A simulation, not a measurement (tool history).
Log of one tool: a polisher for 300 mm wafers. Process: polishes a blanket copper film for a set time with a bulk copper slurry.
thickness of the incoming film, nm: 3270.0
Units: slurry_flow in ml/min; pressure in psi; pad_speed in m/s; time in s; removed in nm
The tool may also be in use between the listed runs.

run	hour	slurry_flow	pressure	pad_speed	slurry_solids	time	removed
1	0	145	2.2	1.16	1	36	293.57
2	4	145	2.2	1.16	1	36	296.86
3	10.4	145	2.5	1.18	1	36	340.01
4	12.5	145	2.7	1.18	1	36	357.08
5	13.6	145	2.9	1.2	1	36	404.26
6	15.4	120	2.9	1.2	1	36	387.37
7	17.7	125	3.1	1.2	1	36	413.29

Forecast run 8:
8	24.8	135	3.2	1.2	1	36	?

{"run 8": {"removed": 437.81}}
